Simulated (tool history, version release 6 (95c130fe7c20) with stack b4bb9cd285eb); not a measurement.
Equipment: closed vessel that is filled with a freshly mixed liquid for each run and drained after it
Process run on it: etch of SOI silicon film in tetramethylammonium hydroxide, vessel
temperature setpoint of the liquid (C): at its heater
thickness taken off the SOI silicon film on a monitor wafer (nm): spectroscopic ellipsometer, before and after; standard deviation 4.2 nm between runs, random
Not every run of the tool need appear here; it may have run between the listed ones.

| run | hour | temperature setpoint of the liquid (C) | concentration of hydroxide in the mixed liquid (% by weight) | time in the liquid (s) | thickness taken off the SOI silicon film on a monitor wafer (nm) |
|---|---|---|---|---|---|
| 1 | 0 | 61 | 10 | 90 | 369.42 |
| 2 | 1.3 | 62.5 | 10 | 90 | 400.97 |
| 3 | 4.6 | 64 | 10 | 90 | 449.11 |
| 4 | 10 | 65 | 10 | 90 | 473.14 |
| 5 | 14.4 | 66 | 10 | 90 | 501.54 |
| 6 | 15.9 | 66 | 10 | 90 | 504.51 |

What will run 7 give?
| 7 | 19.2 | 67 | 10 | 90 | ? |

{"run 7": {"thickness taken off the SOI silicon film on a monitor wafer (nm)": 534.98}}
